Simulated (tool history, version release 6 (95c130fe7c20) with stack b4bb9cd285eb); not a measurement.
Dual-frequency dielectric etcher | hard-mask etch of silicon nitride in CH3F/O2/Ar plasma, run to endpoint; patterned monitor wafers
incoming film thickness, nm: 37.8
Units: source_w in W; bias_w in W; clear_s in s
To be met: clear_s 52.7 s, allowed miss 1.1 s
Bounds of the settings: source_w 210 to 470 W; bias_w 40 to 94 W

{"run": 1, "hour": 0.0, "source_w": 340, "bias_w": 67, "clear_s": 60.692}
{"run": 2, "hour": 4.5, "source_w": 340, "bias_w": 74, "clear_s": 58.599}
{"run": 3, "hour": 11.2, "source_w": 370, "bias_w": 74, "clear_s": 55.979}
{"run": 4, "hour": 15.1, "source_w": 320, "bias_w": 74, "clear_s": 59.888}
{"run": 5, "hour": 19.1, "source_w": 340, "bias_w": 75, "clear_s": 58.337}
{"run": 6, "hour": 23.3, "source_w": 340, "bias_w": 81, "clear_s": 57.209}
{"run": 7, "hour": 28.7, "source_w": 350, "bias_w": 82, "clear_s": 56.205}
{"run": 8, "hour": 36.9, "source_w": 360, "bias_w": 83, "clear_s": 54.623}

Which of these 4 next moves meets every target?
{"run": "A", "hour": 45.1, "source_w": 340, "bias_w": 90, "clear_s": "?"}
{"run": "B", "hour": 45.1, "source_w": 420, "bias_w": 94, "clear_s": "?"}
{"run": "C", "hour": 45.1, "source_w": 390, "bias_w": 85, "clear_s": "?"}
{"run": "D", "hour": 45.1, "source_w": 360, "bias_w": 84, "clear_s": "?"}

move=A clear_s=54.703
move=B clear_s=49.022
move=C clear_s=52.274
move=D clear_s=54.419
A: as far off as the last run
B: takes the result that was furthest off past its target
C: meets every target
D: nearer than the last run, and not there yet
Answer: C

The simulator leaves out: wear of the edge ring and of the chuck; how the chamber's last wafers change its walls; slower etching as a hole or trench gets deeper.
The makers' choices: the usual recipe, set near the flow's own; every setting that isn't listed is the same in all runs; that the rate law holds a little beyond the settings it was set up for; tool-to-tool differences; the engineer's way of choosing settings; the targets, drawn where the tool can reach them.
